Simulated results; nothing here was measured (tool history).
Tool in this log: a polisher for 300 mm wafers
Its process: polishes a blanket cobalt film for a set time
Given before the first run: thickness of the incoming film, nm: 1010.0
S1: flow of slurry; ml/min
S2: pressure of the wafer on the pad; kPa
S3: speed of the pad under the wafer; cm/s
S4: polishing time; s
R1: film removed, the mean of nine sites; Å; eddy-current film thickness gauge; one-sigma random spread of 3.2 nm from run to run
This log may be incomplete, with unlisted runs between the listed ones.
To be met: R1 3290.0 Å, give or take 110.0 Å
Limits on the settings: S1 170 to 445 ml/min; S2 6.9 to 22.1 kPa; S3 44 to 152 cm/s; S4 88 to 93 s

run  hour   S1    S2  S3  S4      R1
  1   0.0  285  14.5  98  88  5185.3
  2   4.6  345  14.5  98  88  5304.8
  3  10.4  345  13.1  98  88  4872.0
  4  14.0  345  16.5  98  88  5960.3
  5  22.6  345  15.2  98  88  5485.3
  6  27.2  380  15.2  98  88  5512.9
  7  34.1  380  13.8  98  88  5193.2
  8  35.0  375  12.4  96  88  4636.2
  9  37.3  375  11.7  96  88  4470.2
 10  38.1  375  11.0  96  88  4302.9
 11  45.4  375  10.3  96  88  4073.6
 12  50.3  375   9.7  96  88  3887.9
 13  56.5  370   9.0  96  88  3695.5
 14  57.5  365   9.0  96  88  3688.3
 15  63.1  365   9.0  96  88  3699.6
 16  66.3  360   9.0  96  88  3658.3
 17  74.4  350   9.0  96  88  3660.4
 18  80.6  345   9.0  96  88  3722.3

5 candidate next runs follow, results not yet known. Just one meets every target within its allowed miss. Identify it.
  A  86.8  325  10.3  78  93   ?
  B  86.8  355   8.3  82  88   ?
  C  86.8  285  11.0  94  88   ?
  D  86.8  170   9.7  82  93   ?
  E  86.8  410   6.9  88  90   ?

move      R1
   A  3609.2
   B  3083.1
   C  4167.9
   D  3337.5
   E  3016.3
A: gains on the last run, yet a result remains outside its allowed miss
B: moves the result that the last run missed by most past its target, out the other side
C: misses by more than the last run did
D: all results in spec
E: moves the result that the last run missed by most past its target, out the other side
The move that meets every target is D.
